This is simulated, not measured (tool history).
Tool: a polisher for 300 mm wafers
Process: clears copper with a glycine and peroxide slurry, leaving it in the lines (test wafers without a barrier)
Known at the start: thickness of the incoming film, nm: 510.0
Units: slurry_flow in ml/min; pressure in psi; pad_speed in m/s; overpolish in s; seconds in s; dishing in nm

| run | hour | slurry_flow | pressure | pad_speed | overpolish | seconds | dishing |
|---|---|---|---|---|---|---|---|
| 1 | 0.0 | 135 | 2.9 | 0.76 | 28 | 109.380 | 58.574 |
| 2 | 2.8 | 135 | 2.9 | 0.58 | 28 | 131.940 | 54.206 |
| 3 | 3.9 | 155 | 2.4 | 0.76 | 22 | 115.720 | 48.770 |
| 4 | 10.1 | 155 | 2.4 | 0.76 | 28 | 115.030 | 56.579 |
| 5 | 16.6 | 140 | 2.4 | 0.76 | 28 | 117.570 | 57.415 |
| 6 | 24.7 | 140 | 2.8 | 0.76 | 28 | 109.200 | 59.284 |
| 7 | 27.3 | 160 | 2.3 | 0.84 | 22 | 111.450 | 49.449 |
| 8 | 29.0 | 175 | 2.0 | 0.94 | 18 | 109.320 | 44.128 |
| 9 | 31.5 | 185 | 1.9 | 1.02 | 15 | 104.730 | 40.555 |
| 10 | 36.9 | 190 | 1.8 | 1.06 | 13 | 102.400 | 36.732 |
| 11 | 38.2 | 195 | 1.8 | 1.10 | 11 | 101.840 | 32.967 |

Run 12 comes next. What will it give?
| 12 | 43.8 | 200 | 1.9 | 1.12 | 10 | ? | ? |

Run 12 gave seconds 96.431 s, dishing 32.091 nm.
